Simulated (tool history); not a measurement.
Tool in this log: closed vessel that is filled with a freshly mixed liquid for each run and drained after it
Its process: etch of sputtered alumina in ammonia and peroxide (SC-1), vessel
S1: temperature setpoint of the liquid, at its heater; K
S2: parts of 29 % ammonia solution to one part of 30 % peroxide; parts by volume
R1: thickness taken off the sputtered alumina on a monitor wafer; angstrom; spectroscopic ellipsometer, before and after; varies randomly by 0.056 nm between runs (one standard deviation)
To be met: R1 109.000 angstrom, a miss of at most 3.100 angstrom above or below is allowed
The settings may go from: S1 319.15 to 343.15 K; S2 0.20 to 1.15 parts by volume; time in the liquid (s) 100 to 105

{"run": 1, "day": 0.0, "S1": 335.15, "S2": 0.65, "time in the liquid (s)": 100, "R1": 146.46}
{"run": 2, "day": 0.292, "S1": 335.15, "S2": 0.75, "time in the liquid (s)": 100, "R1": 149.14}
{"run": 3, "day": 0.462, "S1": 331.65, "S2": 0.75, "time in the liquid (s)": 100, "R1": 123.69}
{"run": 4, "day": 0.85, "S1": 331.15, "S2": 0.75, "time in the liquid (s)": 100, "R1": 121.68}
{"run": 5, "day": 0.921, "S1": 325.65, "S2": 0.75, "time in the liquid (s)": 100, "R1": 90.833}
{"run": 6, "day": 0.992, "S1": 325.65, "S2": 0.75, "time in the liquid (s)": 100, "R1": 90.548}
{"run": 7, "day": 1.179, "S1": 326.15, "S2": 0.75, "time in the liquid (s)": 100, "R1": 92.94}
{"run": 8, "day": 1.55, "S1": 326.65, "S2": 0.75, "time in the liquid (s)": 100, "R1": 96.013}
{"run": 9, "day": 1.888, "S1": 327.15, "S2": 0.75, "time in the liquid (s)": 100, "R1": 98.172}
{"run": 10, "day": 2.179, "S1": 327.65, "S2": 0.75, "time in the liquid (s)": 100, "R1": 100.37}
{"run": 11, "day": 2.329, "S1": 327.65, "S2": 0.75, "time in the liquid (s)": 100, "R1": 101.39}

Below are 5 possible settings for the next run. Only one of them brings all results inside the allowed miss of their targets. Which is it?
{"run": "A", "day": 2.479, "S1": 327.65, "S2": 0.9, "time in the liquid (s)": 100, "R1": "?"}
{"run": "B", "day": 2.479, "S1": 329.15, "S2": 0.75, "time in the liquid (s)": 105, "R1": "?"}
{"run": "C", "day": 2.479, "S1": 330.15, "S2": 0.85, "time in the liquid (s)": 100, "R1": "?"}
{"run": "D", "day": 2.479, "S1": 327.65, "S2": 0.9, "time in the liquid (s)": 105, "R1": "?"}
{"run": "E", "day": 2.479, "S1": 326.15, "S2": 0.8, "time in the liquid (s)": 105, "R1": "?"}

move=A R1=102.610
move=B R1=114.660
move=C R1=116.460
move=D R1=107.740
move=E R1=98.318
A: nearer than the last run, and not there yet
B: takes the result that was furthest off past its target
C: takes the result that was furthest off past its target
D: each result inside its tolerance
E: the biggest miss grows against the last run
D is the move that brings every result within its allowed miss.
